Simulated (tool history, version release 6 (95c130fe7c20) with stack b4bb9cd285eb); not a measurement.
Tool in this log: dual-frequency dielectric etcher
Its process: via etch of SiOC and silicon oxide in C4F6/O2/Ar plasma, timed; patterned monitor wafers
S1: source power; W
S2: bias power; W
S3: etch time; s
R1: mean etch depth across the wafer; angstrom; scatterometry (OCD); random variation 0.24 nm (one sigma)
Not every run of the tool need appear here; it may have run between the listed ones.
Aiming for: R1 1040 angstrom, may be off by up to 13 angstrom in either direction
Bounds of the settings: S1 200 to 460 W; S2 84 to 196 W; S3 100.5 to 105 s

{"run": 1, "hour": 0.0, "S1": 330, "S2": 140, "S3": 100.5, "R1": 938.2}
{"run": 2, "hour": 5.7, "S1": 350, "S2": 141, "S3": 100.5, "R1": 964.34}
{"run": 3, "hour": 7.9, "S1": 380, "S2": 141, "S3": 100.5, "R1": 994.72}
{"run": 4, "hour": 11.8, "S1": 330, "S2": 141, "S3": 100.5, "R1": 940.28}
{"run": 5, "hour": 18.9, "S1": 350, "S2": 142, "S3": 100.5, "R1": 967.32}
{"run": 6, "hour": 26.9, "S1": 350, "S2": 142, "S3": 100.5, "R1": 963.96}
{"hour": 33.2, "done": "bias power generator calibrated"}
{"run": 7, "hour": 33.2, "S1": 360, "S2": 143, "S3": 100.5, "R1": 1004.2}
{"run": 8, "hour": 40.3, "S1": 360, "S2": 143, "S3": 100.5, "R1": 1005.7}
{"run": 9, "hour": 47.7, "S1": 370, "S2": 143, "S3": 100.5, "R1": 1014.4}
{"run": 10, "hour": 51.7, "S1": 380, "S2": 143, "S3": 100.5, "R1": 1021.6}

5 next moves are on the table. One of them brings every result within its allowed miss. Which?
{"run": "A", "hour": 55.7, "S1": 320, "S2": 147, "S3": 101.5, "R1": "?"}
{"run": "B", "hour": 55.7, "S1": 360, "S2": 149, "S3": 102, "R1": "?"}
{"run": "C", "hour": 55.7, "S1": 360, "S2": 138, "S3": 101.5, "R1": "?"}
{"run": "D", "hour": 55.7, "S1": 340, "S2": 151, "S3": 100.5, "R1": "?"}
{"run": "E", "hour": 55.7, "S1": 330, "S2": 136, "S3": 105, "R1": "?"}

move=A R1=978.54
move=B R1=1037.7
move=C R1=995.6
move=D R1=1005.6
move=E R1=987.28
A: moves away from the targets compared with the last run
B: all results land within tolerance of their targets
C: moves away from the targets compared with the last run
D: moves away from the targets compared with the last run
E: moves away from the targets compared with the last run
B meets every target.
